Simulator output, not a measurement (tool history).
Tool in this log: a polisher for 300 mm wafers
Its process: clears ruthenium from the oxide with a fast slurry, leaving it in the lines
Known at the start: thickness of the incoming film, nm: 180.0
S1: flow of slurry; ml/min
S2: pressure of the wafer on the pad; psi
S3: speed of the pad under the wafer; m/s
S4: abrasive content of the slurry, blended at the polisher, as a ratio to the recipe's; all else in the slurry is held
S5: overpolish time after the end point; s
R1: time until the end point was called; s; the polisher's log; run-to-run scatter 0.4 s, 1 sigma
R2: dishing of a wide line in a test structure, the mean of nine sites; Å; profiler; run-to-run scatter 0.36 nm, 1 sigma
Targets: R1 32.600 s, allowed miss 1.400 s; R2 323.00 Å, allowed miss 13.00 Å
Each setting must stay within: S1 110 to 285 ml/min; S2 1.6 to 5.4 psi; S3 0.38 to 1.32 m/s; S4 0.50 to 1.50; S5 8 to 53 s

run	hour	S1	S2	S3	S4	S5	R1	R2
1	0.0	180	3.5	0.84	1.00	27	33.502	843.03
2	7.7	140	3.5	0.84	1.00	27	34.652	812.55
3	11.7	160	3.5	0.84	1.00	27	33.553	844.17
4	17.9	160	2.7	0.84	1.00	27	43.960	695.14
5	22.4	155	2.7	0.86	1.00	25	42.832	661.02
6	24.9	150	2.6	0.90	1.00	23	43.152	617.59
7	33.8	145	2.5	0.94	1.00	21	43.711	570.99
8	36.7	140	2.4	0.98	1.00	20	43.853	557.37
9	41.6	135	2.3	1.02	1.00	19	44.652	527.30
10	45.2	130	2.2	1.06	1.00	18	43.921	497.88
11	47.0	130	2.2	1.08	1.00	17	43.610	471.99
12	50.0	120	2.5	1.32	0.75	8	37.312	287.33
13	56.2	125	2.5	1.32	0.75	8	37.352	295.75
14	64.2	130	2.5	1.32	0.75	8	36.531	288.20
15	66.1	135	2.5	1.32	0.75	8	35.205	303.03
16	67.2	150	2.5	1.32	0.75	8	35.217	302.63
17	71.4	155	2.5	1.32	0.75	8	34.856	305.05
18	75.0	170	2.5	1.32	0.75	8	34.921	307.10

Pick the move, out of 5, that brings all results within their allowed miss; only one does.
A	78.6	160	2.5	1.32	0.70	10	?	?
B	78.6	180	2.6	1.30	0.80	8	?	?
C	78.6	140	2.8	1.32	0.50	8	?	?
D	78.6	145	2.5	1.26	1.05	9	?	?
E	78.6	165	2.7	1.20	0.70	10	?	?

move	R1	R2
A	35.547	365.40
B	32.424	325.27
C	37.035	288.58
D	32.519	360.19
E	35.798	363.15
A: the biggest miss grows against the last run
B: all results in spec
C: the biggest miss grows against the last run
D: puts the biggest miss on target and leaves a different result outside tolerance
E: the biggest miss grows against the last run
Go with B: it meets all targets.

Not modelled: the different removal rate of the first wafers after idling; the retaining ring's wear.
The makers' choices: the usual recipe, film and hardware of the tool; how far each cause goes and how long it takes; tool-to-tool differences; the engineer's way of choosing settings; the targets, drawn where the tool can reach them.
